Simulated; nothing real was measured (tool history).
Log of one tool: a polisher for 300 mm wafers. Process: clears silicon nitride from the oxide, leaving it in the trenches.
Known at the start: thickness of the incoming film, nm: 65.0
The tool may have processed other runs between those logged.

run  hour  flow of slurry (ml/min)  pressure of the wafer on the pad (psi)  speed of the pad under the wafer (m/s)  overpolish time after the end point (s)  time until the end point was called (s)
  1     0                      185                                     2.4                                    1.08                                        8                                   70.499
  2   5.7                      185                                     1.9                                    1.08                                        8                                   85.447
  3    11                      185                                     2.2                                     1.1                                        8                                   72.932
  4  17.2                      185                                     2.4                                    1.12                                        8                                   66.204
  5  17.8                      220                                     2.4                                    1.12                                        8                                   65.901
  6  25.7                      220                                       2                                    1.12                                        8                                   79.236

What does the tool deliver on the next run?
  7  27.3                      220                                     2.3                                    1.14                                        8                                        ?

Run 7 measured time until the end point was called (s) 67.119.

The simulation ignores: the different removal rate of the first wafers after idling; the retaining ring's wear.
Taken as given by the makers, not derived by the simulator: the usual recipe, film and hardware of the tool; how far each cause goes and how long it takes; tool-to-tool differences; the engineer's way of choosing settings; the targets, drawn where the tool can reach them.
